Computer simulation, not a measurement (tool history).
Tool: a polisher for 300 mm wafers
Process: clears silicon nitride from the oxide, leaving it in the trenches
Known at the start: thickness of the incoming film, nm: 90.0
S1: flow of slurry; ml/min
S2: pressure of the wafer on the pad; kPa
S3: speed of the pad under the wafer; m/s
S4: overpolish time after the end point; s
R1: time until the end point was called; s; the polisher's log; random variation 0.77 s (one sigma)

run	hour	S1	S2	S3	S4	R1
1	0.0	185	20.0	1.1	43	86.165
2	2.3	185	21.4	1.1	43	77.849
3	2.9	185	17.2	1.1	43	99.228
4	11.8	140	17.2	1.1	43	103.820
5	18.0	145	19.3	1.1	43	93.868
6	20.8	160	20.7	1.1	43	85.451

The next listed run, before its measurement:
7	26.7	170	22.1	1.1	43	?

Run 7 gave R1 77.463 s.
